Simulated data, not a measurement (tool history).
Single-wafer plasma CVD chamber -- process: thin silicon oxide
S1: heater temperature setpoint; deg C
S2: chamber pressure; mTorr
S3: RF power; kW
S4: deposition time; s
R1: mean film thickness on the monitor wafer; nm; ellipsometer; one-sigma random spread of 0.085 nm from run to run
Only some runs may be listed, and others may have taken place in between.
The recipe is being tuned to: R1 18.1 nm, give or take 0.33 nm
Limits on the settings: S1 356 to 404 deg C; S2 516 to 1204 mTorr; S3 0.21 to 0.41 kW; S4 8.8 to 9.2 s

| run | day | S1 | S2 | S3 | S4 | R1 |
|---|---|---|---|---|---|---|
| 1 | 0 | 380 | 860 | 0.31 | 9.2 | 18.902 |
| 2 | 0.154 | 380 | 1010 | 0.31 | 9.2 | 20.614 |
| 3 | 0.358 | 376 | 1010 | 0.31 | 9.2 | 20.53 |
| 4 | 0.571 | 376 | 1010 | 0.31 | 8.8 | 19.696 |
| 5 | 0.717 | 376 | 993 | 0.31 | 8.8 | 19.51 |
| 6 | 0.912 | 376 | 993 | 0.31 | 8.8 | 19.418 |
| 7 | 1.05 | 375 | 980 | 0.31 | 8.8 | 19.482 |
|  | 1.217 | RF generator calibrated |
| 8 | 1.217 | 380 | 899 | 0.31 | 8.8 | 18.938 |
| 9 | 1.521 | 379 | 894 | 0.31 | 8.8 | 19.033 |
| 10 | 1.742 | 378 | 885 | 0.31 | 8.8 | 19.017 |
| 11 | 1.788 | 378 | 869 | 0.31 | 8.8 | 19.074 |
| 12 | 1.912 | 378 | 850 | 0.31 | 8.8 | 18.69 |
| 13 | 2.204 | 378 | 840 | 0.31 | 8.8 | 18.519 |

Below are 5 possible settings for the next run. Only one of them brings all results inside the allowed miss of their targets. Which is it?
| A | 2.496 | 383 | 801 | 0.3 | 9 | ? |
| B | 2.496 | 386 | 897 | 0.305 | 8.8 | ? |
| C | 2.496 | 372 | 1013 | 0.26 | 8.9 | ? |
| D | 2.496 | 368 | 903 | 0.3 | 8.8 | ? |
| E | 2.496 | 373 | 845 | 0.315 | 9.1 | ? |

| move | R1 |
|---|---|
| A | 18.169 |
| B | 18.926 |
| C | 19.005 |
| D | 19.051 |
| E | 19.416 |
A: every result lands within tolerance
B: moves away from the targets compared with the last run
C: moves away from the targets compared with the last run
D: moves away from the targets compared with the last run
E: moves away from the targets compared with the last run
So the answer is move A, the one that meets all the targets.

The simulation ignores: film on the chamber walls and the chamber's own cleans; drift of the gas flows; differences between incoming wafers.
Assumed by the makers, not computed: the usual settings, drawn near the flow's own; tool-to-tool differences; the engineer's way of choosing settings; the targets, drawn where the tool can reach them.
